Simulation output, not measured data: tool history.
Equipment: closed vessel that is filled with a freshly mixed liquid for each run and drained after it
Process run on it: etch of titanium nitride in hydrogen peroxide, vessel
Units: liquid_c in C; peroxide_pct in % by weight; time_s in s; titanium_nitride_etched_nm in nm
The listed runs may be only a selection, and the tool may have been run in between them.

run  hour  liquid_c  peroxide_pct  time_s  titanium_nitride_etched_nm
  1     0        45            26    1010                      63.265
  2   6.7      47.5            26    1010                      75.756
  3  13.8      47.5            30    1010                      77.712
  4  21.2      47.5            30    1085                      83.893
  5  26.9      47.5            30    1085                      84.388
  6  32.6      41.5            30    1085                      54.428
  7  35.2      44.5            30    1085                      67.538

What does the tool deliver on the next run?
  8  39.6        47            30    1085                           ?

For run 8 the tool returned titanium_nitride_etched_nm 81.401 nm.

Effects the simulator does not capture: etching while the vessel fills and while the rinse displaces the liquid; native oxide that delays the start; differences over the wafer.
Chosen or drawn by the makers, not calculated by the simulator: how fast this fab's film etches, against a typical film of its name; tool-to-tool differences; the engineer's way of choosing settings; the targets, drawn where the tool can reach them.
